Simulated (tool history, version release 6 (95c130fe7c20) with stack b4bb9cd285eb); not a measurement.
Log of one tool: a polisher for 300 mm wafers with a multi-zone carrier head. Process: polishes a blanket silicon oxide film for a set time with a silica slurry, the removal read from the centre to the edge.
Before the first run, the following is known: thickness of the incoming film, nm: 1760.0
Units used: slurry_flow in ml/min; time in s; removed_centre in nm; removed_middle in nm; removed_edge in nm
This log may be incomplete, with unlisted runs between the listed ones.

{"run": 1, "hour": 0.0, "slurry_flow": 235, "centre_zone": 1, "middle_zone": 1, "edge_zone": 1, "slurry_solids": 1, "time": 43, "removed_centre": 200.57, "removed_middle": 190.97, "removed_edge": 200.09}
{"run": 2, "hour": 6.9, "slurry_flow": 235, "centre_zone": 1, "middle_zone": 0.97, "edge_zone": 0.98, "slurry_solids": 0.9, "time": 42, "removed_centre": 187.78, "removed_middle": 175.36, "removed_edge": 183.32}
{"run": 3, "hour": 9.2, "slurry_flow": 230, "centre_zone": 1, "middle_zone": 0.94, "edge_zone": 0.98, "slurry_solids": 0.85, "time": 41, "removed_centre": 175.19, "removed_middle": 162.35, "removed_edge": 174.02}
{"run": 4, "hour": 16.0, "slurry_flow": 230, "centre_zone": 1.03, "middle_zone": 0.94, "edge_zone": 0.98, "slurry_solids": 0.85, "time": 41, "removed_centre": 178.5, "removed_middle": 160.97, "removed_edge": 174.07}
{"run": 5, "hour": 24.3, "slurry_flow": 225, "centre_zone": 1.04, "middle_zone": 0.92, "edge_zone": 0.97, "slurry_solids": 0.8, "time": 40, "removed_centre": 174.07, "removed_middle": 148.24, "removed_edge": 163.7}
{"hour": 29.7, "done": "slurry nozzle cleaned"}
{"run": 6, "hour": 29.7, "slurry_flow": 220, "centre_zone": 1.03, "middle_zone": 0.9, "edge_zone": 0.96, "slurry_solids": 0.75, "time": 40, "removed_centre": 173.91, "removed_middle": 147.73, "removed_edge": 161.36}
{"run": 7, "hour": 33.7, "slurry_flow": 220, "centre_zone": 1.03, "middle_zone": 0.89, "edge_zone": 0.97, "slurry_solids": 0.7, "time": 39, "removed_centre": 163.5, "removed_middle": 137.72, "removed_edge": 153.92}
{"run": 8, "hour": 36.9, "slurry_flow": 215, "centre_zone": 1.02, "middle_zone": 0.88, "edge_zone": 0.97, "slurry_solids": 0.65, "time": 38, "removed_centre": 149.49, "removed_middle": 128.45, "removed_edge": 144.05}
{"run": 9, "hour": 37.7, "slurry_flow": 210, "centre_zone": 1.02, "middle_zone": 0.87, "edge_zone": 0.96, "slurry_solids": 0.65, "time": 38, "removed_centre": 150.16, "removed_middle": 127.04, "removed_edge": 140.97}
{"run": 10, "hour": 41.9, "slurry_flow": 205, "centre_zone": 1.02, "middle_zone": 0.86, "edge_zone": 0.96, "slurry_solids": 0.65, "time": 38, "removed_centre": 148.36, "removed_middle": 125.34, "removed_edge": 139.87}
{"run": 11, "hour": 48.9, "slurry_flow": 200, "centre_zone": 1.02, "middle_zone": 0.85, "edge_zone": 0.96, "slurry_solids": 0.65, "time": 38, "removed_centre": 146.49, "removed_middle": 124.22, "removed_edge": 140.36}
{"run": 12, "hour": 53.7, "slurry_flow": 195, "centre_zone": 1.02, "middle_zone": 0.84, "edge_zone": 0.96, "slurry_solids": 0.65, "time": 38, "removed_centre": 146.07, "removed_middle": 121.94, "removed_edge": 140.99}
{"run": 13, "hour": 55.4, "slurry_flow": 190, "centre_zone": 1.02, "middle_zone": 0.84, "edge_zone": 0.95, "slurry_solids": 0.65, "time": 38, "removed_centre": 148.72, "removed_middle": 121.59, "removed_edge": 140.31}
{"run": 14, "hour": 61.3, "slurry_flow": 185, "centre_zone": 1.01, "middle_zone": 0.84, "edge_zone": 0.94, "slurry_solids": 0.65, "time": 38, "removed_centre": 146.72, "removed_middle": 118.34, "removed_edge": 139.4}
{"run": 15, "hour": 66.6, "slurry_flow": 190, "centre_zone": 1, "middle_zone": 0.84, "edge_zone": 0.93, "slurry_solids": 0.65, "time": 38, "removed_centre": 146.21, "removed_middle": 117.75, "removed_edge": 139.58}

Run 16, settings as shown, results not yet in. Your forecast:
{"run": 16, "hour": 71.5, "slurry_flow": 185, "centre_zone": 0.99, "middle_zone": 0.86, "edge_zone": 0.92, "slurry_solids": 0.55, "time": 37, "removed_centre": "?", "removed_middle": "?", "removed_edge": "?"}

removed_centre: 122.85 nm
removed_middle: 104.45 nm
removed_edge: 119.52 nm
